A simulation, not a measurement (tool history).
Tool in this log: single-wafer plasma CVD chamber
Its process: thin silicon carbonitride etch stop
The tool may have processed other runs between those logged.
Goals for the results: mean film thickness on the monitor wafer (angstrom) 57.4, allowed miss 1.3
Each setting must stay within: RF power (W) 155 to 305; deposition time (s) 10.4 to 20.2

| run | hour | RF power (W) | deposition time (s) | mean film thickness on the monitor wafer (angstrom) |
|---|---|---|---|---|
| 1 | 0 | 230 | 15.3 | 84.194 |
| 2 | 2.4 | 230 | 16.9 | 93.005 |
| 3 | 11.2 | 250 | 16.9 | 95.499 |
| 4 | 13.6 | 235 | 15.7 | 86.699 |
| 5 | 18.3 | 235 | 14.1 | 78.069 |
| 6 | 25.7 | 255 | 14.1 | 79.988 |
| 7 | 28.9 | 220 | 11.7 | 63.575 |
| 8 | 34.9 | 220 | 11.7 | 63.345 |
| 9 | 37.9 | 220 | 11.7 | 62.922 |
| 10 | 43.4 | 215 | 11.6 | 62.109 |
| 11 | 50.6 | 210 | 11.5 | 61.311 |
| 12 | 57 | 205 | 11.4 | 60.049 |
| 13 | 58.7 | 205 | 11.4 | 60.372 |
| 14 | 62.4 | 205 | 11.4 | 59.988 |
| 15 | 64.6 | 185 | 11 | 55.814 |

Exercise: of the 5 proposed moves below, exactly one satisfies all targets within the stated allowed misses. Which move is it?
| A | 66.8 | 160 | 11.3 | ? |
| B | 66.8 | 200 | 11 | ? |
| C | 66.8 | 165 | 10.9 | ? |
| D | 66.8 | 175 | 10.8 | ? |
| E | 66.8 | 165 | 11.1 | ? |

| move | mean film thickness on the monitor wafer (angstrom) |
|---|---|
| A | 54.178 |
| B | 57.386 |
| C | 52.888 |
| D | 53.599 |
| E | 53.859 |
A: lands further from the targets than the last run did
B: hits every target within its allowed miss
C: lands further from the targets than the last run did
D: lands further from the targets than the last run did
E: lands further from the targets than the last run did
Move B is the one to make.
